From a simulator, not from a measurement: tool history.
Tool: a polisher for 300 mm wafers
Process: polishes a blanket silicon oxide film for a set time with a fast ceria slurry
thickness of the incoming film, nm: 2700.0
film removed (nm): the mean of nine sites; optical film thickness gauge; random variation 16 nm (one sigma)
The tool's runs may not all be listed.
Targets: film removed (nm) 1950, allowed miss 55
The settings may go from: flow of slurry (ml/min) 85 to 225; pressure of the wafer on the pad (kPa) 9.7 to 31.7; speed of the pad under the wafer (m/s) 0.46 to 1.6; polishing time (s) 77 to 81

run,hour,flow of slurry (ml/min),pressure of the wafer on the pad (kPa),speed of the pad under the wafer (m/s),polishing time (s),film removed (nm)
1,0,145,20.7,1.02,77,1519
2,6,155,22.1,1.02,77,1642.4
3,10.2,155,24.8,1.02,77,1820.9
4,19.1,130,24.8,1.02,77,1737.5
5,23.3,130,24.8,1.02,77,1761.7
6,29.1,140,25.5,1.02,77,1852.8
7,32.4,145,25.5,1.02,77,1835.3
8,40.9,145,25.5,1.02,77,1852.2
9,47,150,25.5,1.02,77,1860
10,53.8,155,25.5,1.02,77,1848.3

5 next moves are on the table. One of them brings every result within its allowed miss. Which?
A,60.6,175,24.8,0.84,81,?
B,60.6,155,23.4,1.08,77,?
C,60.6,170,25.5,1.06,78,?
D,60.6,160,28.3,0.74,81,?
E,60.6,195,21.4,1.14,77,?

move,film removed (nm)
A,1750.4
B,1789.7
C,1974.2
D,1831.4
E,1749.5
A: further off than the last run
B: further off than the last run
C: meets every target
D: further off than the last run
E: further off than the last run
Move C is the one to make.

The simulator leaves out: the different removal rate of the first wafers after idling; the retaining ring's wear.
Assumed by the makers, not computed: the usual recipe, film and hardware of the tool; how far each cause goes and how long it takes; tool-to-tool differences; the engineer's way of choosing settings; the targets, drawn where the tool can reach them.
